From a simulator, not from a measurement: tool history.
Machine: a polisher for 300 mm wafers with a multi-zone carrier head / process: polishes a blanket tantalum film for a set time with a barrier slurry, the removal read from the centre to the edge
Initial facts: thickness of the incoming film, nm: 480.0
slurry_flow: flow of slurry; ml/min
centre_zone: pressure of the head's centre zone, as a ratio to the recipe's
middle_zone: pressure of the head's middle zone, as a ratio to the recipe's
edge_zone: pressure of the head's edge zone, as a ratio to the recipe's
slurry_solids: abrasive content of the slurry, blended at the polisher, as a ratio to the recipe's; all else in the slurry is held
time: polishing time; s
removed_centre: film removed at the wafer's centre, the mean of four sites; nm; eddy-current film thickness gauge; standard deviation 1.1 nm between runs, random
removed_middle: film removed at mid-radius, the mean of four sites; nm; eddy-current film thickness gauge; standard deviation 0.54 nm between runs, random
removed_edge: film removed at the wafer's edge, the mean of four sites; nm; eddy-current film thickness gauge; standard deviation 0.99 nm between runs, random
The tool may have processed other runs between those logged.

{"run": 1, "day": 0.0, "slurry_flow": 215, "centre_zone": 1, "middle_zone": 1, "edge_zone": 1, "slurry_solids": 1, "time": 83, "removed_centre": 106.17, "removed_middle": 107.03, "removed_edge": 109.65}
{"run": 2, "day": 0.083, "slurry_flow": 215, "centre_zone": 1, "middle_zone": 1, "edge_zone": 0.98, "slurry_solids": 0.95, "time": 81, "removed_centre": 102.01, "removed_middle": 102.76, "removed_edge": 105.59}
{"run": 3, "day": 0.354, "slurry_flow": 215, "centre_zone": 1, "middle_zone": 0.93, "edge_zone": 0.98, "slurry_solids": 0.95, "time": 81, "removed_centre": 96.66, "removed_middle": 95.309, "removed_edge": 101.78}
{"run": 4, "day": 0.629, "slurry_flow": 215, "centre_zone": 1, "middle_zone": 0.93, "edge_zone": 0.98, "slurry_solids": 1.15, "time": 81, "removed_centre": 106.81, "removed_middle": 103.52, "removed_edge": 106.18}
{"run": 5, "day": 0.9, "slurry_flow": 215, "centre_zone": 1, "middle_zone": 0.93, "edge_zone": 0.98, "slurry_solids": 1, "time": 81, "removed_centre": 105.02, "removed_middle": 98.812, "removed_edge": 104.12}
{"run": 6, "day": 0.988, "slurry_flow": 215, "centre_zone": 1, "middle_zone": 0.93, "edge_zone": 0.98, "slurry_solids": 1, "time": 88, "removed_centre": 110.79, "removed_middle": 107.16, "removed_edge": 113.56}
{"run": 7, "day": 1.083, "slurry_flow": 225, "centre_zone": 1.01, "middle_zone": 0.95, "edge_zone": 0.96, "slurry_solids": 0.95, "time": 84, "removed_centre": 105.93, "removed_middle": 101.92, "removed_edge": 105.67}
{"run": 8, "day": 1.362, "slurry_flow": 235, "centre_zone": 1.01, "middle_zone": 0.96, "edge_zone": 0.94, "slurry_solids": 0.9, "time": 81, "removed_centre": 101.33, "removed_middle": 98.513, "removed_edge": 99.927}
{"run": 9, "day": 1.667, "slurry_flow": 245, "centre_zone": 1.01, "middle_zone": 0.96, "edge_zone": 0.92, "slurry_solids": 0.85, "time": 79, "removed_centre": 97.284, "removed_middle": 95.1, "removed_edge": 96.178}
{"run": 10, "day": 1.746, "slurry_flow": 245, "centre_zone": 1.01, "middle_zone": 0.96, "edge_zone": 0.92, "slurry_solids": 0.85, "time": 79, "removed_centre": 95.916, "removed_middle": 95.254, "removed_edge": 97.011}
{"run": 11, "day": 1.867, "slurry_flow": 250, "centre_zone": 1.02, "middle_zone": 0.97, "edge_zone": 0.91, "slurry_solids": 0.8, "time": 77, "removed_centre": 94.923, "removed_middle": 91.57, "removed_edge": 90.554}
{"run": 12, "day": 1.933, "slurry_flow": 235, "centre_zone": 0.94, "middle_zone": 0.95, "edge_zone": 0.83, "slurry_solids": 0.55, "time": 68, "removed_centre": 66.707, "removed_middle": 68.606, "removed_edge": 65.338}
{"run": 13, "day": 2.096, "slurry_flow": 240, "centre_zone": 0.95, "middle_zone": 0.95, "edge_zone": 0.83, "slurry_solids": 0.55, "time": 68, "removed_centre": 66.475, "removed_middle": 67.85, "removed_edge": 66.844}
{"run": 14, "day": 2.133, "slurry_flow": 245, "centre_zone": 0.96, "middle_zone": 0.96, "edge_zone": 0.83, "slurry_solids": 0.55, "time": 68, "removed_centre": 67.909, "removed_middle": 69.265, "removed_edge": 66.071}
{"run": 15, "day": 2.2, "slurry_flow": 285, "centre_zone": 1.01, "middle_zone": 0.97, "edge_zone": 0.89, "slurry_solids": 0.65, "time": 68, "removed_centre": 78.115, "removed_middle": 76.502, "removed_edge": 73.305}
{"run": 16, "day": 2.45, "slurry_flow": 285, "centre_zone": 1.01, "middle_zone": 0.97, "edge_zone": 0.88, "slurry_solids": 0.65, "time": 68, "removed_centre": 78.342, "removed_middle": 76.747, "removed_edge": 74.522}

Run 17 is up next; what results do you expect?
{"run": 17, "day": 2.479, "slurry_flow": 265, "centre_zone": 1.01, "middle_zone": 0.98, "edge_zone": 0.83, "slurry_solids": 0.5, "time": 67, "removed_centre": "?", "removed_middle": "?", "removed_edge": "?"}

For run 17 the tool returned removed_centre 66.061 nm, removed_middle 67.32 nm, removed_edge 63.054 nm.
